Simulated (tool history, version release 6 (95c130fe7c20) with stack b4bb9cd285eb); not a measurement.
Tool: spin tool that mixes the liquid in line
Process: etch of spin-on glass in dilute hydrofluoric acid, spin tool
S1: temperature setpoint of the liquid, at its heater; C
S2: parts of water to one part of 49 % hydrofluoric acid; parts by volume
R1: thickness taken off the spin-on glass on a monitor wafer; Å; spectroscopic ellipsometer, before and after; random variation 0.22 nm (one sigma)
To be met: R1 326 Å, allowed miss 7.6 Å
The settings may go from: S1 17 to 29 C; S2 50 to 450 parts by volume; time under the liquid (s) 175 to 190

Run 1, hour 0: S1 21 C, S2 250 parts by volume, time under the liquid (s) 175. Result: R1 164.02 Å.
Run 2, hour 0.5: S1 18.5 C, S2 250 parts by volume, time under the liquid (s) 175. Result: R1 147.68 Å.
Run 3, hour 7.4: S1 20.5 C, S2 235 parts by volume, time under the liquid (s) 175. Result: R1 170.85 Å.
Run 4, hour 9.7: S1 20.5 C, S2 205 parts by volume, time under the liquid (s) 175. Result: R1 204.58 Å.
Run 5, hour 13: S1 17.5 C, S2 205 parts by volume, time under the liquid (s) 175. Result: R1 179.08 Å.
Run 6, hour 14.9: S1 19.5 C, S2 200 parts by volume, time under the liquid (s) 175. Result: R1 200.55 Å.
Run 7, hour 22.1: S1 21.5 C, S2 195 parts by volume, time under the liquid (s) 175. Result: R1 223.42 Å.
Run 8, hour 24.4: S1 23 C, S2 190 parts by volume, time under the liquid (s) 175. Result: R1 244.35 Å.
Run 9, hour 29.5: S1 24 C, S2 190 parts by volume, time under the liquid (s) 175. Result: R1 252.38 Å.
Run 10, hour 32.5: S1 25 C, S2 185 parts by volume, time under the liquid (s) 175. Result: R1 271.28 Å.
Run 11, hour 38: S1 26 C, S2 185 parts by volume, time under the liquid (s) 175. Result: R1 281.72 Å.
Run 12, hour 46.5: S1 26.5 C, S2 185 parts by volume, time under the liquid (s) 175. Result: R1 284.11 Å.
Run 13, hour 52: S1 26.5 C, S2 185 parts by volume, time under the liquid (s) 175. Result: R1 288.68 Å.
At hour 53.5: thermometer replaced.
Run 14, hour 53.5: S1 27 C, S2 185 parts by volume, time under the liquid (s) 175. Result: R1 310.21 Å.
Run 15, hour 57.4: S1 27.5 C, S2 185 parts by volume, time under the liquid (s) 175. Result: R1 318.43 Å.

5 next moves are on the table. One of them brings every result within its allowed miss. Which?
Run A, hour 61.3: S1 25.5 C, S2 195 parts by volume, time under the liquid (s) 190. Result: R1 ?.
Run B, hour 61.3: S1 29 C, S2 210 parts by volume, time under the liquid (s) 190. Result: R1 ?.
Run C, hour 61.3: S1 26.5 C, S2 185 parts by volume, time under the liquid (s) 175. Result: R1 ?.
Run D, hour 61.3: S1 28.5 C, S2 190 parts by volume, time under the liquid (s) 180. Result: R1 ?.
Run E, hour 61.3: S1 21.5 C, S2 165 parts by volume, time under the liquid (s) 185. Result: R1 ?.

move      R1
   A  298.51
   B  308.57
   C  303.99
   D  325.16
   E  305.27
A: further off than the last run
B: further off than the last run
C: further off than the last run
D: meets every target
E: further off than the last run
Move D is the one to make.
